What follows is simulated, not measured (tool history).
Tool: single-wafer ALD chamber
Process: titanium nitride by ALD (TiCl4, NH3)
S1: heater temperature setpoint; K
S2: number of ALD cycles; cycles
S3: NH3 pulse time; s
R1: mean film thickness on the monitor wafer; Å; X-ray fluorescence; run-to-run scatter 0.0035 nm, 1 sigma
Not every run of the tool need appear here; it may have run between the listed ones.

run	day	S1	S2	S3	R1
1	0	668.15	46	3.03	10.482
2	0.108	666.15	45	2.76	10.153
3	0.425	675.15	45	2.76	10.205
4	0.767	675.15	45	2.68	10.232
5	0.808	675.15	46	2.68	10.463
6	0.862	671.15	46	2.68	10.434
7	1.058	670.15	45	2.51	10.215
8	1.204	669.15	45	2.36	10.107

Forecast run 9:
9	1.5	669.15	45	2.36	?

Logged for run 9: R1 10.097 Å.

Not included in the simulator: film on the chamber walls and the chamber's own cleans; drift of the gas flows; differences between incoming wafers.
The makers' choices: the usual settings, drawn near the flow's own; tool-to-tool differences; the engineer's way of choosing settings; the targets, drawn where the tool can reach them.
